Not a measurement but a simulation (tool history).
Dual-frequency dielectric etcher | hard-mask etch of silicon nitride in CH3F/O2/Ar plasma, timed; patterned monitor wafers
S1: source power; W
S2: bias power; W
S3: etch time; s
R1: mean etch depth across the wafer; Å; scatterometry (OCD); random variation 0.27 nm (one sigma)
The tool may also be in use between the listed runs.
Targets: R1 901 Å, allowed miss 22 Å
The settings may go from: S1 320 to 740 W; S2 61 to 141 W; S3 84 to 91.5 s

run,hour,S1,S2,S3,R1
1,0,530,101,91.5,813.87
2,7.2,540,102,91.5,820.3
3,12.2,550,103,91.5,827.7
4,15.9,490,103,91.5,791.47
5,23,510,104,91.5,803.95
6,27.6,580,104,91.5,846.96
7,33.3,590,105,91.5,852.21
8,38.6,600,106,91.5,862.24
9,39.4,610,106,91.5,861.5
10,43.8,620,107,91.5,876.25

Which of these 4 next moves meets every target?
A,48.2,620,110,87.5,?
B,48.2,560,117,89,?
C,48.2,620,99,91.5,?
D,48.2,650,108,91.5,?

move,R1
A,846.05
B,842.55
C,859.08
D,896.23
A: further off than the last run
B: further off than the last run
C: further off than the last run
D: meets every target
Move D is the one to make.

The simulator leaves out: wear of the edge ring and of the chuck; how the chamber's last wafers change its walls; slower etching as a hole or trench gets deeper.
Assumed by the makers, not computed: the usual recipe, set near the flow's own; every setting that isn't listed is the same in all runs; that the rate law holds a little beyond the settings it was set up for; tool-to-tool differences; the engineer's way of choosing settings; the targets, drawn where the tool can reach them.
